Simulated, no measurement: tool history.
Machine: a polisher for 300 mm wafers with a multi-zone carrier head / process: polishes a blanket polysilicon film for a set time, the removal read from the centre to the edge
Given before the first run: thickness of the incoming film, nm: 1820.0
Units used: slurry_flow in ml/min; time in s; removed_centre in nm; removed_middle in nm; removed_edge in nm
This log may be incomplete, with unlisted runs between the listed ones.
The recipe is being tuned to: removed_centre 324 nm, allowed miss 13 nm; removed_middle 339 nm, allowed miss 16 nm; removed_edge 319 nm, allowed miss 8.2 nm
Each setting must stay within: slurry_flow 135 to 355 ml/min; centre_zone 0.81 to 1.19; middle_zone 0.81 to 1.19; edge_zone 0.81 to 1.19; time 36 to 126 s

run 1 hour=0 | slurry_flow=225 centre_zone=1 middle_zone=1 edge_zone=1 time=81 | removed_centre=570.92 removed_middle=589.3 removed_edge=600.17
run 2 hour=3.4 | slurry_flow=220 centre_zone=1 middle_zone=1 edge_zone=0.97 time=71 | removed_centre=496.21 removed_middle=496.38 removed_edge=511.46
run 3 hour=9.3 | slurry_flow=215 centre_zone=0.99 middle_zone=1.02 edge_zone=0.94 time=65 | removed_centre=443.74 removed_middle=473.42 removed_edge=467.37
run 4 hour=17.1 | slurry_flow=215 centre_zone=1 middle_zone=1.02 edge_zone=0.91 time=59 | removed_centre=409.33 removed_middle=418.44 removed_edge=412.88
run 5 hour=19.9 | slurry_flow=165 centre_zone=1 middle_zone=1.02 edge_zone=0.91 time=59 | removed_centre=399.96 removed_middle=420.86 removed_edge=404.96
run 6 hour=23.3 | slurry_flow=160 centre_zone=1 middle_zone=1.02 edge_zone=0.89 time=56 | removed_centre=374.29 removed_middle=404.77 removed_edge=379.82
run 7 hour=31 | slurry_flow=160 centre_zone=1 middle_zone=1.01 edge_zone=0.87 time=54 | removed_centre=368.29 removed_middle=383.56 removed_edge=364.16
run 8 hour=36.7 | slurry_flow=155 centre_zone=0.99 middle_zone=1 edge_zone=0.86 time=53 | removed_centre=357.24 removed_middle=360.94 removed_edge=356.38
run 9 hour=38.2 | slurry_flow=150 centre_zone=0.99 middle_zone=1.01 edge_zone=0.85 time=52 | removed_centre=349.99 removed_middle=361.13 removed_edge=345.61
run 10 hour=46.5 | slurry_flow=150 centre_zone=0.99 middle_zone=1.01 edge_zone=0.84 time=51 | removed_centre=334.05 removed_middle=348.49 removed_edge=336.52
run 11 hour=52.2 | slurry_flow=150 centre_zone=0.99 middle_zone=1.01 edge_zone=0.83 time=51 | removed_centre=343.42 removed_middle=349.53 removed_edge=330.26

Exactly one of the 4 candidate moves below puts every result within its allowed miss. Which one?
run A hour=57.9 | slurry_flow=140 centre_zone=1.02 middle_zone=1.04 edge_zone=0.81 time=52 | removed_centre=? removed_middle=? removed_edge=?
run B hour=57.9 | slurry_flow=150 centre_zone=1.03 middle_zone=1 edge_zone=0.88 time=52 | removed_centre=? removed_middle=? removed_edge=?
run C hour=57.9 | slurry_flow=160 centre_zone=1.02 middle_zone=0.97 edge_zone=0.83 time=52 | removed_centre=? removed_middle=? removed_edge=?
run D hour=57.9 | slurry_flow=135 centre_zone=1.01 middle_zone=1.05 edge_zone=0.89 time=48 | removed_centre=? removed_middle=? removed_edge=?

move=A removed_centre=353.77 removed_middle=357.12 removed_edge=335.2
move=B removed_centre=359.68 removed_middle=347.61 removed_edge=348.63
move=C removed_centre=358.53 removed_middle=340.87 removed_edge=341.91
move=D removed_centre=322.17 removed_middle=331.2 removed_edge=320.83
A: misses by more than the last run did
B: misses by more than the last run did
C: misses by more than the last run did
D: in spec on every target
Correct choice: D, which meets every target

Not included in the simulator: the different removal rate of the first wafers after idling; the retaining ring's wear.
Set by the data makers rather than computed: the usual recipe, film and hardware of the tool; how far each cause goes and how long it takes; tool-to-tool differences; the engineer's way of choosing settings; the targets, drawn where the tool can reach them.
